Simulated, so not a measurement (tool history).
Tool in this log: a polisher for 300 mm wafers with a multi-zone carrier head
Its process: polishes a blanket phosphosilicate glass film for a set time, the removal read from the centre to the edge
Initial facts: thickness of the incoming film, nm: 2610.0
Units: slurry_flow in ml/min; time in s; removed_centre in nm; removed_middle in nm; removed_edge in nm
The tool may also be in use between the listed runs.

run	hour	slurry_flow	centre_zone	middle_zone	edge_zone	slurry_solids	time	removed_centre	removed_middle	removed_edge
1	0.0	140	1.00	1.00	1.00	1.00	77	372.54	368.68	370.52
2	5.7	130	0.95	1.00	0.96	0.85	71	293.39	308.08	309.39
3	11.5	125	0.92	1.01	0.92	0.75	68	244.97	268.86	265.70
4	14.8	120	0.90	1.02	0.89	0.70	68	228.51	262.08	249.01
5	16.3	120	0.90	1.02	0.82	0.70	68	229.90	259.00	236.56
6	23.9	110	0.88	1.01	0.82	0.65	68	209.62	241.24	226.49
7	26.9	90	0.85	1.01	0.81	0.60	68	177.23	218.54	199.99

Estimate the outcome of run 8 from the log above:
8	28.3	95	0.85	1.00	0.82	0.60	68	?	?	?

{"run 8": {"removed_centre": 182.3, "removed_middle": 218.26, "removed_edge": 211.51}}
